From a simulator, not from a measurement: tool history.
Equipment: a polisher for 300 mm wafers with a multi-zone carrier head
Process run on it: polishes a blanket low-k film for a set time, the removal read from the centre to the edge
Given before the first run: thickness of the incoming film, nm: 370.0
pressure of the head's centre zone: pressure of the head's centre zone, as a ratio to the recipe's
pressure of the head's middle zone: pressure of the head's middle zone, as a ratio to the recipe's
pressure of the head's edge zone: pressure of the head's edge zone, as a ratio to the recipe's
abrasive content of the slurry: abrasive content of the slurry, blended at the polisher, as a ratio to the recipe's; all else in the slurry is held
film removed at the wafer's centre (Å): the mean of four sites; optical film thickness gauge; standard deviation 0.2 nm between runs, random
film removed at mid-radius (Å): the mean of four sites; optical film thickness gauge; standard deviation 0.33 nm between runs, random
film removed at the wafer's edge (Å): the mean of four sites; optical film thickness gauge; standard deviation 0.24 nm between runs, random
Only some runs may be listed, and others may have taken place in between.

run  hour  flow of slurry (ml/min)  pressure of the head's centre zone  pressure of the head's middle zone  pressure of the head's edge zone  abrasive content of the slurry  polishing time (s)  film removed at the wafer's centre (Å)  film removed at mid-radius (Å)  film removed at the wafer's edge (Å)
  1   0.0                      190                                1.00                                1.00                              1.00                             1.0                  70                                  343.70                          330.29                                348.53
  2   8.9                      190                                1.00                                1.00                              1.00                             1.0                  55                                  270.34                          265.27                                267.05
  3  10.5                      195                                1.01                                0.99                              0.99                             1.0                  55                                  270.66                          259.79                                271.04
  4  17.3                      200                                1.03                                1.00                              0.98                             1.0                  55                                  283.05                          259.91                                268.47
  5  19.4                      200                                1.03                                1.00                              0.98                             0.9                  55                                  268.63                          258.78                                261.07
  6  20.7                      200                                1.03                                0.92                              0.98                             0.9                  55                                  266.82                          243.55                                259.94
  7  24.7                      210                                1.04                                0.93                              0.97                             0.9                  55                                  269.04                          242.90                                254.32
  8  26.0                      215                                1.05                                0.94                              0.97                             0.9                  55                                  277.05                          251.11                                259.20
  9  30.9                      220                                1.06                                0.94                              0.96                             0.9                  55                                  276.59                          255.06                                254.84

Run 10, settings as shown, results not yet in. Your forecast:
 10  34.0                      220                                1.07                                0.93                              0.96                             0.9                  55                                       ?                               ?                                     ?

Run 10 measured film removed at the wafer's centre (Å) 280.34, film removed at mid-radius (Å) 248.61, film removed at the wafer's edge (Å) 257.97.

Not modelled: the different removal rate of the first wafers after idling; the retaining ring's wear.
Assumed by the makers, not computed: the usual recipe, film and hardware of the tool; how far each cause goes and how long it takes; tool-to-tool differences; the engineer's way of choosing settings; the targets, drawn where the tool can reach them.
